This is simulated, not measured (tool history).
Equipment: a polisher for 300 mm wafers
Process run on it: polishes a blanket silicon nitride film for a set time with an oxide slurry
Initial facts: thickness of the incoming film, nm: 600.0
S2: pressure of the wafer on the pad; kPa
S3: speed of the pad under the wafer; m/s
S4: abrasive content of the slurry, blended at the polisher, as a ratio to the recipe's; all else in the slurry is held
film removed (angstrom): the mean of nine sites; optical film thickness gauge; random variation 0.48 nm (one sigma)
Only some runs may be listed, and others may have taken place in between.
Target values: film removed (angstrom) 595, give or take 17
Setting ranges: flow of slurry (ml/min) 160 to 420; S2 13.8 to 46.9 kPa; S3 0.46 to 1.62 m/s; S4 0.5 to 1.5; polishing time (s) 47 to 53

Run 1, hour 0: flow of slurry (ml/min) 270, S2 30.3 kPa, S3 1.04 m/s, S4 1, polishing time (s) 53. Result: film removed (angstrom) 369.45.
Run 2, hour 4.1: flow of slurry (ml/min) 270, S2 33.1 kPa, S3 1.04 m/s, S4 1, polishing time (s) 53. Result: film removed (angstrom) 402.42.
Run 3, hour 6.2: flow of slurry (ml/min) 275, S2 37.2 kPa, S3 1.04 m/s, S4 1, polishing time (s) 53. Result: film removed (angstrom) 453.64.
Run 4, hour 11.5: flow of slurry (ml/min) 275, S2 37.2 kPa, S3 1.04 m/s, S4 1, polishing time (s) 53. Result: film removed (angstrom) 458.3.
Run 5, hour 14.3: flow of slurry (ml/min) 275, S2 40 kPa, S3 1.04 m/s, S4 1, polishing time (s) 53. Result: film removed (angstrom) 491.18.
Run 6, hour 16.5: flow of slurry (ml/min) 240, S2 40 kPa, S3 1.04 m/s, S4 1, polishing time (s) 53. Result: film removed (angstrom) 490.6.
Run 7, hour 18: flow of slurry (ml/min) 240, S2 42.1 kPa, S3 1.04 m/s, S4 1, polishing time (s) 53. Result: film removed (angstrom) 503.64.
Run 8, hour 23.1: flow of slurry (ml/min) 270, S2 43.4 kPa, S3 1.04 m/s, S4 1, polishing time (s) 53. Result: film removed (angstrom) 527.38.
Run 9, hour 31.5: flow of slurry (ml/min) 270, S2 44.8 kPa, S3 1.06 m/s, S4 1, polishing time (s) 53. Result: film removed (angstrom) 547.9.
Run 10, hour 40: flow of slurry (ml/min) 270, S2 45.5 kPa, S3 1.08 m/s, S4 1, polishing time (s) 53. Result: film removed (angstrom) 567.95.

Consider the 4 candidate settings below. Which is the only one whose results all fall within their allowed miss of target?
Run A, hour 48.5: flow of slurry (ml/min) 230, S2 45.5 kPa, S3 0.94 m/s, S4 1.1, polishing time (s) 53. Result: film removed (angstrom) ?.
Run B, hour 48.5: flow of slurry (ml/min) 250, S2 46.9 kPa, S3 1.24 m/s, S4 1.1, polishing time (s) 52. Result: film removed (angstrom) ?.
Run C, hour 48.5: flow of slurry (ml/min) 310, S2 46.9 kPa, S3 1.18 m/s, S4 1, polishing time (s) 51. Result: film removed (angstrom) ?.
Run D, hour 48.5: flow of slurry (ml/min) 260, S2 45.5 kPa, S3 1.04 m/s, S4 1.15, polishing time (s) 49. Result: film removed (angstrom) ?.

move  film removed (angstrom)
   A                   554.59
   B                   651.23
   C                   600.24
   D                   558.81
A: misses by more than the last run did
B: moves the result that the last run missed by most past its target, out the other side
C: each result inside its tolerance
D: misses by more than the last run did
Move C is the one to make.
